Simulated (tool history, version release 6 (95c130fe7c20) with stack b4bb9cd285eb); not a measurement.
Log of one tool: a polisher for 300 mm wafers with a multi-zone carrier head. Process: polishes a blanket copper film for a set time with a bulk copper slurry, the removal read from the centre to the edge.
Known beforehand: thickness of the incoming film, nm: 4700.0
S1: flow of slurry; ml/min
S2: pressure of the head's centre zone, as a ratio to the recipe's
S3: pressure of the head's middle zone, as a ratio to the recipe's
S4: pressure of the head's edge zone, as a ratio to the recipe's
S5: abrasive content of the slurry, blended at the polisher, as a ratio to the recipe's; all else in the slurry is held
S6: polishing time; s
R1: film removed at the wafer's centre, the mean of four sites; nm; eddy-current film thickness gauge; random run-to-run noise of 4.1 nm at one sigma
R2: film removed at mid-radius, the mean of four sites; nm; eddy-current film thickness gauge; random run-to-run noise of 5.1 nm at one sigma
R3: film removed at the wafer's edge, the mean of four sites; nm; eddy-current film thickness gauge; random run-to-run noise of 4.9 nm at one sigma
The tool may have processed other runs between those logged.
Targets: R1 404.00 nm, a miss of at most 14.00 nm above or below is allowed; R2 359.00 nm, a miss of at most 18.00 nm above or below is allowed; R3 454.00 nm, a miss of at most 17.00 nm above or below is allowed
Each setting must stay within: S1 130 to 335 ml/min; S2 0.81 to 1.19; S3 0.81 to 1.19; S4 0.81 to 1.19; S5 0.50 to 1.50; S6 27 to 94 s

run	day	S1	S2	S3	S4	S5	S6	R1	R2	R3
1	0.000	215	1.00	1.00	1.00	1.00	60	481.55	466.71	486.61
2	0.238	210	0.99	0.98	1.00	0.95	60	468.56	458.97	478.24
3	0.421	205	0.99	0.96	1.02	0.95	59	453.87	437.69	484.47
4	0.688	205	0.99	0.96	1.06	0.95	59	461.81	440.52	494.05
5	0.925	200	0.99	0.94	1.06	0.95	59	447.78	431.41	488.09
6	1.162	200	0.99	0.93	1.06	0.95	59	453.94	434.47	492.28
7	1.275	200	0.99	0.92	1.07	0.90	59	444.37	417.01	482.08
8	1.488	200	0.99	0.91	1.07	0.90	59	437.37	405.40	488.09
# day 1.642: worn pad replaced by a new one
9	1.642	200	0.99	0.91	1.07	0.90	59	483.73	448.09	519.64

Below are 4 possible settings for the next run. Only one of them brings all results inside the allowed miss of their targets. Which is it?
A	1.796	155	0.96	0.84	1.08	0.90	52	?	?	?
B	1.796	175	0.97	0.92	1.09	0.90	73	?	?	?
C	1.796	150	1.02	0.91	1.01	0.90	54	?	?	?
D	1.796	195	1.00	0.82	1.17	0.60	52	?	?	?

move	R1	R2	R3
A	408.59	361.97	448.70
B	590.83	556.97	639.89
C	448.88	399.61	448.86
D	383.96	318.86	416.85
A: each result inside its tolerance
B: further off than the last run
C: gains on the last run, yet a result remains outside its allowed miss
D: carries the result that was furthest off beyond its target, to the other side
The right move is A.
